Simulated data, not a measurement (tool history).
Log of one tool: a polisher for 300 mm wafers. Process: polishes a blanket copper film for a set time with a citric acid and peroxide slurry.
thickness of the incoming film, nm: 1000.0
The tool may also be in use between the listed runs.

run,hour,flow of slurry (ml/min),pressure of the wafer on the pad (psi),speed of the pad under the wafer (cm/s),abrasive content of the slurry,polishing time (s),film removed (angstrom)
1,0,180,2.2,100,1,35,478.25
2,4.6,180,2.1,100,1,35,452.16
3,10,180,1.7,100,1,35,404.43
4,11.7,180,1.7,120,1,35,498.53
5,17.4,180,1.7,120,1,35,484.74
6,18.6,180,1.7,120,1,35,486.93

Forecast run 7:
7,20.1,180,1.6,118,1,35,?

{"run 7": {"film removed (angstrom)": 470.36}}
